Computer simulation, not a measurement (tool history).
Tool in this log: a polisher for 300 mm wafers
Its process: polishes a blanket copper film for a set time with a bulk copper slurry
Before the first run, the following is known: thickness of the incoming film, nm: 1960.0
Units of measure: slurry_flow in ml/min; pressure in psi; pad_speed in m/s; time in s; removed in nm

run	hour	slurry_flow	pressure	pad_speed	slurry_solids	time	removed
1	0.0	250	2.8	0.98	1.0	96	980.26
2	4.3	250	2.8	0.98	1.1	96	1002.30
3	11.9	250	2.8	0.88	1.1	96	887.03
4	14.9	250	2.6	0.88	1.1	96	837.73
5	22.6	250	2.4	0.88	1.1	96	772.55
6	25.6	250	2.3	0.88	1.1	96	754.84
7	30.5	250	2.2	0.88	1.1	96	702.47

Run 8 is up next; what results do you expect?
8	31.7	250	2.1	0.88	1.1	96	?

Run 8 produced removed 693.09 nm.
